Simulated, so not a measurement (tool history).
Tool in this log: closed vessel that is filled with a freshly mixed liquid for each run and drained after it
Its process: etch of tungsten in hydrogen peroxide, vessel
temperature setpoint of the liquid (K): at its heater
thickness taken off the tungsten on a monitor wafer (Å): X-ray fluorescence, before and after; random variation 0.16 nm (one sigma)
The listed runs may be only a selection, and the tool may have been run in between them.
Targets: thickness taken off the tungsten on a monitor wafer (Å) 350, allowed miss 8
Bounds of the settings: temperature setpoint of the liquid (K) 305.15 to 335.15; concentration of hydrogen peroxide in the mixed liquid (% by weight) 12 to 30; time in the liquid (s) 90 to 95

run,hour,temperature setpoint of the liquid (K),concentration of hydrogen peroxide in the mixed liquid (% by weight),time in the liquid (s),thickness taken off the tungsten on a monitor wafer (Å)
1,0,319.15,22.5,90,608.52
2,6.3,313.65,22.5,90,427.64
3,10.6,313.65,26,90,460
4,18.4,313.15,26,90,446.34
5,26.1,313.15,26,95,467.78
6,31.4,312.65,26,95,454.81
7,37.8,307.65,26,95,324.77
8,45.8,308.15,26,95,337.25

Pick the move, out of 4, that brings all results within their allowed miss; only one does.
A,53.8,308.65,24.5,90,?
B,53.8,307.65,29.5,90,?
C,53.8,307.65,27,95,?
D,53.8,308.65,29.5,90,?

move,thickness taken off the tungsten on a monitor wafer (Å)
A,319.66
B,327.97
C,331.19
D,350.77
A: moves away from the targets compared with the last run
B: moves away from the targets compared with the last run
C: moves away from the targets compared with the last run
D: every result within its allowed miss
D meets every target.

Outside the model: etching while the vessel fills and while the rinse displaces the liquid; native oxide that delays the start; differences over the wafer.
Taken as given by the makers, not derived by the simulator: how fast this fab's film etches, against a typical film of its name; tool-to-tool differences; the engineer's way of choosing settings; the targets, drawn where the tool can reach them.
